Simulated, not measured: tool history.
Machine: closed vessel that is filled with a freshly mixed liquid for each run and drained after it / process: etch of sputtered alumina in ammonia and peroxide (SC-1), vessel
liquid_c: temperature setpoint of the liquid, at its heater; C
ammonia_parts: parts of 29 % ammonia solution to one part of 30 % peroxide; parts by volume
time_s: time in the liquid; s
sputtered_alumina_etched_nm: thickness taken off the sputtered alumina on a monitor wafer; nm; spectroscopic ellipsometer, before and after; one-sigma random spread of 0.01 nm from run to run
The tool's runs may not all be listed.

run	hour	liquid_c	ammonia_parts	time_s	sputtered_alumina_etched_nm
1	0	53	0.6	35	2.8854
2	5.8	55.5	0.6	35	3.2522
3	8.3	55.5	0.5	35	3.1495
4	10.4	55.5	0.5	35	3.1692
5	19.6	53.5	0.5	35	2.8539
# hour 23.5: new drum of ammonia solution connected
6	23.5	53.5	0.4	35	2.8608
7	29.9	51.5	0.4	35	2.5242
8	32.5	50	0.4	35	2.3201

Run 9 has not been measured yet. What should we expect?
9	36.8	49	0.4	35	?

{"run 9": {"sputtered_alumina_etched_nm": 2.2002}}
